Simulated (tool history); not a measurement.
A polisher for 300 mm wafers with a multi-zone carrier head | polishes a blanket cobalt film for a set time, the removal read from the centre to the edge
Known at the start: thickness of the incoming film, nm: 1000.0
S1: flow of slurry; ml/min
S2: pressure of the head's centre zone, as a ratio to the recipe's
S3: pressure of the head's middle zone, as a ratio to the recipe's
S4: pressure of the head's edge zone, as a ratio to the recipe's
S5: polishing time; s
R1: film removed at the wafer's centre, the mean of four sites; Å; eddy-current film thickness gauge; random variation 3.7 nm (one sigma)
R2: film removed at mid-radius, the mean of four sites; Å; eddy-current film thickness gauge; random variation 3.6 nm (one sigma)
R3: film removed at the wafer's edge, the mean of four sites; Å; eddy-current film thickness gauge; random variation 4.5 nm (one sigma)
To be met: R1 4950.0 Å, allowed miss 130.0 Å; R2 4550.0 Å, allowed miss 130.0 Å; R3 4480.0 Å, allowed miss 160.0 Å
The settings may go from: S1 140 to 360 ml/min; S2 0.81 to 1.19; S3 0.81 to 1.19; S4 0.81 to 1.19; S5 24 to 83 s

{"run": 1, "day": 0.0, "S1": 230, "S2": 1.0, "S3": 1.0, "S4": 1.0, "S5": 53, "R1": 3821.6, "R2": 3815.8, "R3": 3759.1}
{"run": 2, "day": 0.146, "S1": 240, "S2": 1.03, "S3": 1.02, "S4": 1.03, "S5": 54, "R1": 4085.0, "R2": 3921.1, "R3": 3821.3}
{"run": 3, "day": 0.417, "S1": 245, "S2": 1.04, "S3": 1.02, "S4": 1.05, "S5": 56, "R1": 4210.8, "R2": 4057.5, "R3": 4040.1}
{"run": 4, "day": 0.45, "S1": 245, "S2": 1.04, "S3": 1.08, "S4": 1.05, "S5": 56, "R1": 4215.9, "R2": 4260.3, "R3": 4028.4}
{"day": 0.783, "done": "worn pad replaced by a new one"}
{"run": 5, "day": 0.783, "S1": 255, "S2": 1.06, "S3": 1.08, "S4": 1.07, "S5": 57, "R1": 4644.0, "R2": 4701.0, "R3": 4341.4}
{"run": 6, "day": 0.858, "S1": 255, "S2": 1.06, "S3": 1.03, "S4": 1.07, "S5": 57, "R1": 4676.4, "R2": 4536.0, "R3": 4418.7}
{"run": 7, "day": 0.954, "S1": 260, "S2": 1.06, "S3": 1.02, "S4": 1.06, "S5": 57, "R1": 4632.4, "R2": 4432.1, "R3": 4453.5}
{"run": 8, "day": 1.004, "S1": 265, "S2": 1.07, "S3": 1.02, "S4": 1.05, "S5": 57, "R1": 4755.8, "R2": 4541.6, "R3": 4503.0}

4 next moves are on the table. One of them brings every result within its allowed miss. Which?
{"run": "A", "day": 1.054, "S1": 290, "S2": 1.01, "S3": 1.0, "S4": 1.05, "S5": 62, "R1": "?", "R2": "?", "R3": "?"}
{"run": "B", "day": 1.054, "S1": 360, "S2": 0.98, "S3": 0.97, "S4": 0.99, "S5": 62, "R1": "?", "R2": "?", "R3": "?"}
{"run": "C", "day": 1.054, "S1": 220, "S2": 1.11, "S3": 0.99, "S4": 1.01, "S5": 60, "R1": "?", "R2": "?", "R3": "?"}
{"run": "D", "day": 1.054, "S1": 260, "S2": 1.02, "S3": 1.03, "S4": 1.12, "S5": 62, "R1": "?", "R2": "?", "R3": "?"}

move=A R1=4974.8 R2=4870.3 R3=4842.5
move=B R1=4973.5 R2=4844.4 R3=4828.7
move=C R1=4978.5 R2=4531.1 R3=4524.6
move=D R1=4948.3 R2=4932.8 R3=4899.1
A: brings the result that was furthest off to its target, and leaves another outside
B: brings the result that was furthest off to its target, and leaves another outside
C: meets every target
D: brings the result that was furthest off to its target, and leaves another outside
Move C is the one to make.

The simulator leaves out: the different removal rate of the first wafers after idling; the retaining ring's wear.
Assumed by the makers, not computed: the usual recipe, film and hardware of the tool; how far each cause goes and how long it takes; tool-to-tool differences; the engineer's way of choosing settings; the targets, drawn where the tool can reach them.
